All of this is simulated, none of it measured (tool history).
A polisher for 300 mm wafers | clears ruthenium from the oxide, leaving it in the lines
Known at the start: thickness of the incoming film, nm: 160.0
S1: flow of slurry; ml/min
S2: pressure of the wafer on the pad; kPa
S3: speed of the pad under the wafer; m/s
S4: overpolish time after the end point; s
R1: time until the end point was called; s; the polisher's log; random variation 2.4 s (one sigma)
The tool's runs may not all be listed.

run,hour,S1,S2,S3,S4,R1
1,0,165,15.2,1.24,19,93.801
2,2.4,165,13.8,1.2,19,103.49
3,6.5,165,12.4,1.16,19,119
4,14,165,11.7,1.14,19,128.48
5,22.8,165,11,1.14,19,135.97
6,25.6,165,15.2,1.14,19,101.14
7,28.6,165,13.8,1.12,19,113.21
8,32,160,9.7,1.06,19,166.46
9,34.1,155,9.7,1.06,19,164.32

The next listed run, before its measurement:
10,37.5,150,9,1.06,19,?

{"run 10": {"R1": 177.51}}
